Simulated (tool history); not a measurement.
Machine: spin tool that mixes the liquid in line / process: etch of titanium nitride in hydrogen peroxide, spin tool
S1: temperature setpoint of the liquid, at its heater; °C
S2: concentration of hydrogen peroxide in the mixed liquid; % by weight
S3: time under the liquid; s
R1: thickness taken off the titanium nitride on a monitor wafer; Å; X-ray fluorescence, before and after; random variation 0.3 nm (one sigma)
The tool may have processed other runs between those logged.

{"run": 1, "hour": 0.0, "S1": 43.0, "S2": 18.0, "S3": 290, "R1": 142.74}
{"run": 2, "hour": 3.4, "S1": 46.5, "S2": 18.0, "S3": 290, "R1": 187.27}
{"run": 3, "hour": 11.7, "S1": 42.0, "S2": 18.0, "S3": 290, "R1": 132.81}
{"run": 4, "hour": 14.9, "S1": 42.0, "S2": 16.5, "S3": 290, "R1": 131.46}
{"hour": 21.2, "done": "peroxide flow meter replaced"}
{"run": 5, "hour": 21.2, "S1": 46.0, "S2": 16.5, "S3": 290, "R1": 172.59}
{"run": 6, "hour": 25.2, "S1": 46.0, "S2": 13.0, "S3": 290, "R1": 164.91}
{"run": 7, "hour": 27.4, "S1": 49.0, "S2": 13.0, "S3": 290, "R1": 205.49}

Predict the results of run 8:
{"run": 8, "hour": 28.7, "S1": 51.5, "S2": 13.0, "S3": 290, "R1": "?"}

For run 8 the tool returned R1 244.15 Å.

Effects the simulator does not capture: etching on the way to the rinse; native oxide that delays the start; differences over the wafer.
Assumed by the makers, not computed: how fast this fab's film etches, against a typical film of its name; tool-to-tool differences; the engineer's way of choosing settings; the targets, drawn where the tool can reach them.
